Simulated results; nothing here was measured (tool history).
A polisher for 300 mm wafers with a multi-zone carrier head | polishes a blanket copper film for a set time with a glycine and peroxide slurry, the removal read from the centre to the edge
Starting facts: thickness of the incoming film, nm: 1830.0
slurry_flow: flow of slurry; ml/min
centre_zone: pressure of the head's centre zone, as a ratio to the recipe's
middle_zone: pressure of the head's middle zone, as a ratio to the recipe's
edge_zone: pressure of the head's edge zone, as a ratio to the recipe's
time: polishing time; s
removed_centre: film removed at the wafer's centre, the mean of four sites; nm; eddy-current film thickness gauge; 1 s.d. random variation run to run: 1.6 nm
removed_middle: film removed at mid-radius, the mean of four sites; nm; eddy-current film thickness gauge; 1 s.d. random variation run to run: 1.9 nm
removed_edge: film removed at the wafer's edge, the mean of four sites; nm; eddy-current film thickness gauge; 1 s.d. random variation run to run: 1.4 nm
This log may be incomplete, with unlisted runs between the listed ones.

run,hour,slurry_flow,centre_zone,middle_zone,edge_zone,time,removed_centre,removed_middle,removed_edge
1,0,320,1,1,1,35,232.89,233.99,237.94
2,6.2,315,1,1.01,0.97,35,233.72,233.72,233.37
3,10.1,310,1,1.02,0.95,35,233.12,233.08,231.74
4,11.3,310,1,1.02,0.95,31,207.49,208.3,203.07
5,18.4,310,1,1.02,0.95,36,239.2,238.08,236.69
6,25.6,310,0.94,1.02,0.95,36,229.83,238.4,236.73
7,31,305,0.95,1.03,0.92,36,231.28,240.39,233.71

Forecast run 8:
8,32.2,300,0.96,1.04,0.9,36,?,?,?

Logged for run 8: removed_centre 234.48 nm, removed_middle 248.37 nm, removed_edge 229.13 nm.
